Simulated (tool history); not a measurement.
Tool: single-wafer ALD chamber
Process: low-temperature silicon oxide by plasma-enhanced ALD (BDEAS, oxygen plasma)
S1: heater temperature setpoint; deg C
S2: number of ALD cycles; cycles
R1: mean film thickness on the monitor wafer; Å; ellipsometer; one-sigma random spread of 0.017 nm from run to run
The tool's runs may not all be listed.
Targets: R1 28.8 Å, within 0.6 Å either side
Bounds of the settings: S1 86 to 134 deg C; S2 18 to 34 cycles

run  hour   S1  S2      R1
  1     0  110  26  36.695
  2   6.4  111  24  33.604
  3   8.1  115  24  33.844
  4   9.5  115  26  36.709
  5    14  115  24  33.736
  6  21.3  115  20  27.967
  7  26.1  115  21  29.373
  8  31.6  116  21  29.144
  9    36  116  21  29.442

Consider the 4 candidate settings below. Which is the only one whose results all fall within their allowed miss of target?
  A  40.4  104  20   ?
  B  40.4  122  22   ?
  C  40.4  127  22   ?
  D  40.4  124  22   ?

move      R1
   A  28.291
   B  30.223
   C  29.973
   D  30.123
A: each result inside its tolerance
B: the biggest miss grows against the last run
C: the biggest miss grows against the last run
D: the biggest miss grows against the last run
The right move is A.
